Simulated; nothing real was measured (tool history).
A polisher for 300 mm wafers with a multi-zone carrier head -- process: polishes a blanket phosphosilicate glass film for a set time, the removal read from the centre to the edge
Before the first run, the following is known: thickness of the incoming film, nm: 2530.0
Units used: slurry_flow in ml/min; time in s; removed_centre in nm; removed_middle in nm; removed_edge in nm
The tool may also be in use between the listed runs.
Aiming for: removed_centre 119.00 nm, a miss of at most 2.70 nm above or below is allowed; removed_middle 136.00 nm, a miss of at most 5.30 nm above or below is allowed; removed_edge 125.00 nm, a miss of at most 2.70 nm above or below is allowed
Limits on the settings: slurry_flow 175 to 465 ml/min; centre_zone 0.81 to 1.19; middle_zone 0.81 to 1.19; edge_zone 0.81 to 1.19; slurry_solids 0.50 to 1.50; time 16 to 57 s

run    day  slurry_flow  centre_zone  middle_zone  edge_zone  slurry_solids  time  removed_centre  removed_middle  removed_edge
  1  0.000          295         1.00         1.00       1.00           1.00    36          198.86          194.39        199.28
  2  0.250          295         1.00         0.93       1.00           1.00    36          202.71          191.34        198.37
  3  0.517          295         1.00         0.93       0.93           1.00    36          199.94          190.71        191.43
  4  0.738          290         0.97         0.94       0.90           0.90    35          181.62          180.61        178.72
  5  1.071          290         1.00         0.94       0.90           0.90    35          187.17          183.71        174.58
  6  1.400          290         1.00         0.94       0.82           0.90    35          187.34          175.37        172.15
  7  1.738          280         0.97         0.94       0.82           0.80    34          166.06          166.90        158.65
  8  1.892          270         0.95         0.93       0.82           0.75    33          155.88          155.13        149.53
  9  2.117          270         0.95         0.93       0.82           0.75    33          155.97          156.98        148.10
 10  2.188          260         0.92         0.92       0.82           0.70    33          146.82          151.25        145.17
 11  2.483          255         0.86         0.98       0.81           0.50    30          111.47          127.13        118.10
 12  2.546          275         0.87         0.99       0.82           0.50    30          113.48          128.96        119.44

Below are 4 possible settings for the next run. Only one of them brings all results inside the allowed miss of their targets. Which is it?
  A  2.608          270         0.88         0.94       0.85           0.50    30               ?               ?             ?
  B  2.608          360         0.85         0.97       0.81           0.50    31               ?               ?             ?
  C  2.608          305         0.81         0.96       0.93           0.50    30               ?               ?             ?
  D  2.608          225         0.83         0.86       0.98           0.55    30               ?               ?             ?

move  removed_centre  removed_middle  removed_edge
   A          113.94          124.69        120.55
   B          117.46          135.31        124.72
   C          106.41          128.09        126.81
   D          107.81          119.04        130.41
A: about the same distance from the targets as the last run
B: each result inside its tolerance
C: the worst result of the last run now meets its target, but another is out of spec
D: takes the result that was furthest off past its target
B is the move that brings every result within its allowed miss.
